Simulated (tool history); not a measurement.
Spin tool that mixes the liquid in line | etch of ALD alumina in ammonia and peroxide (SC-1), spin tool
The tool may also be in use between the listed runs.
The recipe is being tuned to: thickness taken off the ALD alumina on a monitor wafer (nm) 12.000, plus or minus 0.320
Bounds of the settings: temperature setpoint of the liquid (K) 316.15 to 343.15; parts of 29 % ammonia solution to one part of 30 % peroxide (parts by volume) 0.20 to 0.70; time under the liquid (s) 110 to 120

run	hour	temperature setpoint of the liquid (K)	parts of 29 % ammonia solution to one part of 30 % peroxide (parts by volume)	time under the liquid (s)	thickness taken off the ALD alumina on a monitor wafer (nm)
1	0.0	332.15	0.40	110	17.587
2	7.6	332.15	0.45	110	17.789
3	10.5	330.15	0.45	110	16.081
4	12.7	328.65	0.45	110	14.870
5	13.3	328.65	0.30	110	14.114
6	14.9	328.65	0.20	110	13.708
7	17.0	328.15	0.20	110	13.371
8	23.7	327.65	0.20	110	12.940
9	24.9	327.15	0.20	110	12.680

Next run, 4 choices. One meets every target within its allowed miss, the rest don't. Which?
A	26.1	327.65	0.25	110	?
B	26.1	327.15	0.35	115	?
C	26.1	326.15	0.20	110	?
D	26.1	326.65	0.20	120	?

move	thickness taken off the ALD alumina on a monitor wafer (nm)
A	13.281
B	13.957
C	11.996
D	13.444
A: further off than the last run
B: further off than the last run
C: every result lands within tolerance
D: further off than the last run
So the answer is move C, the one that meets all the targets.
